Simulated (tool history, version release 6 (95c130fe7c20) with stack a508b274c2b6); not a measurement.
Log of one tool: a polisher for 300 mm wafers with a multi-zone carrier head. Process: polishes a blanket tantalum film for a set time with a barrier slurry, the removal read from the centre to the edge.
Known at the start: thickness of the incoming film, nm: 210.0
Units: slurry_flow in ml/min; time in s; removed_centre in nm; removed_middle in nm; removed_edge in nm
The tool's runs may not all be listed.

run,hour,slurry_flow,centre_zone,middle_zone,edge_zone,slurry_solids,time,removed_centre,removed_middle,removed_edge
1,0.0,300,1.00,1.00,1.00,1.00,54,67.589,69.229,69.650
2,5.4,300,1.00,1.05,1.00,1.00,54,68.032,69.586,70.098
3,8.9,300,1.00,1.05,0.95,1.00,54,68.554,69.835,69.461
4,13.9,300,0.99,1.05,0.93,0.90,51,61.428,65.087,63.080
5,17.6,295,0.99,1.01,0.92,0.80,49,57.536,58.118,58.067
6,24.6,295,0.98,1.01,0.90,0.75,47,52.952,54.892,53.124
7,26.6,275,0.89,0.91,0.81,0.50,46,39.826,41.893,42.695

Run 8 comes next. What will it give?
8,29.1,285,0.90,0.92,0.81,0.50,46,?,?,?

{"run 8": {"removed_centre": 40.473, "removed_middle": 42.025, "removed_edge": 42.687}}

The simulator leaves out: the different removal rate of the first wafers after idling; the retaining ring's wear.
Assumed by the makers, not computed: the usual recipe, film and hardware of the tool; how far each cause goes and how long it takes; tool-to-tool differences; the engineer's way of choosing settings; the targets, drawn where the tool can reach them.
